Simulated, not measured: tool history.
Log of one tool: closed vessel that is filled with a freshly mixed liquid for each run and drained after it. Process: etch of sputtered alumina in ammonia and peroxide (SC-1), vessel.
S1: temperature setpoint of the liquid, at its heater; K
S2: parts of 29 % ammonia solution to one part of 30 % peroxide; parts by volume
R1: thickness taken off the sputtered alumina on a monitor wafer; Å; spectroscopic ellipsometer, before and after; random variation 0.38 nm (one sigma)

{"run": 1, "day": 0.0, "S1": 322.15, "S2": 0.9, "time in the liquid (s)": 1510, "R1": 782.36}
{"run": 2, "day": 0.125, "S1": 320.65, "S2": 0.9, "time in the liquid (s)": 1510, "R1": 722.84}
{"run": 3, "day": 0.312, "S1": 320.65, "S2": 0.9, "time in the liquid (s)": 1610, "R1": 765.87}
{"run": 4, "day": 0.658, "S1": 316.65, "S2": 0.9, "time in the liquid (s)": 1610, "R1": 608.53}
{"run": 5, "day": 0.788, "S1": 311.15, "S2": 0.9, "time in the liquid (s)": 1610, "R1": 446.92}
{"run": 6, "day": 0.833, "S1": 311.15, "S2": 0.65, "time in the liquid (s)": 1610, "R1": 425.95}

Forecast run 7:
{"run": 7, "day": 1.008, "S1": 311.65, "S2": 0.65, "time in the liquid (s)": 1610, "R1": "?"}

Run 7 gave R1 440.73 Å.
